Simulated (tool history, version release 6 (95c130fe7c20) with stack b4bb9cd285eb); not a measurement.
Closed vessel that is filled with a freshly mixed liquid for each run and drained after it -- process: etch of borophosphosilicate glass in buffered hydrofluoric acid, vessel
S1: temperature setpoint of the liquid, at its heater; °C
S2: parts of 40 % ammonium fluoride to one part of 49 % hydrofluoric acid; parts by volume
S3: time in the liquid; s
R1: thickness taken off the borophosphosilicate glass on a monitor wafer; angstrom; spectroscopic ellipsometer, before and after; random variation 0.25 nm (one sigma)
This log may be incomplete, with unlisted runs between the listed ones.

{"run": 1, "hour": 0.0, "S1": 20, "S2": 16, "S3": 30, "R1": 450.76}
{"run": 2, "hour": 0.9, "S1": 20, "S2": 20.5, "S3": 30, "R1": 362.09}
{"run": 3, "hour": 4.2, "S1": 20, "S2": 25, "S3": 30, "R1": 318.44}
{"run": 4, "hour": 12.4, "S1": 20, "S2": 21, "S3": 30, "R1": 352.01}
{"run": 5, "hour": 20.1, "S1": 20, "S2": 17.5, "S3": 30, "R1": 414.44}
{"run": 6, "hour": 27.0, "S1": 20, "S2": 13, "S3": 30, "R1": 563.86}
{"run": 7, "hour": 35.5, "S1": 19, "S2": 15.5, "S3": 30, "R1": 441.26}
{"run": 8, "hour": 39.1, "S1": 18.5, "S2": 17, "S3": 30, "R1": 391.91}
{"run": 9, "hour": 43.5, "S1": 18, "S2": 18, "S3": 30, "R1": 357.95}
{"run": 10, "hour": 44.9, "S1": 17.5, "S2": 18.5, "S3": 30, "R1": 342.35}
{"run": 11, "hour": 48.5, "S1": 17.5, "S2": 19, "S3": 30, "R1": 336.87}

Run 12 is up next; what results do you expect?
{"run": 12, "hour": 56.1, "S1": 17.5, "S2": 19, "S3": 30, "R1": "?"}

Run 12 gave R1 332.14 angstrom.

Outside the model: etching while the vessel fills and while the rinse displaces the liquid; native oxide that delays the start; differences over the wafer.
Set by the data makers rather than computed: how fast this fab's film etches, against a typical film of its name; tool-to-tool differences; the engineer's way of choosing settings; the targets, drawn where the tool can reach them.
